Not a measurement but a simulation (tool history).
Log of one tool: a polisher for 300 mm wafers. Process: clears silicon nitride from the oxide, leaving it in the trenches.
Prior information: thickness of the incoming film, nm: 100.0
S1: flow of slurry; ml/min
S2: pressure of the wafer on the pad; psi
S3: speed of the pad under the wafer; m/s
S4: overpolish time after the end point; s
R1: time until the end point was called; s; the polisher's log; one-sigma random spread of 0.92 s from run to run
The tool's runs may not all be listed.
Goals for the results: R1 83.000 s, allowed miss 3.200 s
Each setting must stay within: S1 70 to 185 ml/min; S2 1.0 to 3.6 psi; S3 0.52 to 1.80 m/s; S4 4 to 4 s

run	hour	S1	S2	S3	S4	R1
1	0.0	120	2.3	1.16	4	145.530
2	0.8	120	2.4	1.16	4	142.240
3	9.5	105	2.4	1.16	4	145.370
4	17.7	105	2.4	1.26	4	135.910
5	18.7	105	2.8	1.26	4	116.880
6	23.1	105	3.2	1.26	4	101.200
7	24.9	110	3.2	1.26	4	100.430
8	29.3	115	3.2	1.26	4	100.120
9	31.9	115	3.3	1.26	4	93.927
10	39.9	120	3.3	1.26	4	95.887
11	48.0	120	3.5	1.28	4	89.816
# hour 51.1: worn pad replaced by a new one
12	51.1	120	3.6	1.32	4	73.936
13	53.2	115	3.6	1.32	4	76.822
14	60.1	115	3.5	1.32	4	78.791

Which one of the following 5 next-run settings gets every result inside its allowed miss? There is exactly one.
A	67.0	105	3.2	1.40	4	?
B	67.0	120	3.3	1.46	4	?
C	67.0	130	3.4	1.44	4	?
D	67.0	120	3.6	1.34	4	?
E	67.0	150	3.3	1.42	4	?

move	R1
A	82.274
B	74.281
C	71.761
D	73.774
E	72.743
A: meets every target
B: the biggest miss grows against the last run
C: the biggest miss grows against the last run
D: the biggest miss grows against the last run
E: the biggest miss grows against the last run
A meets every target.
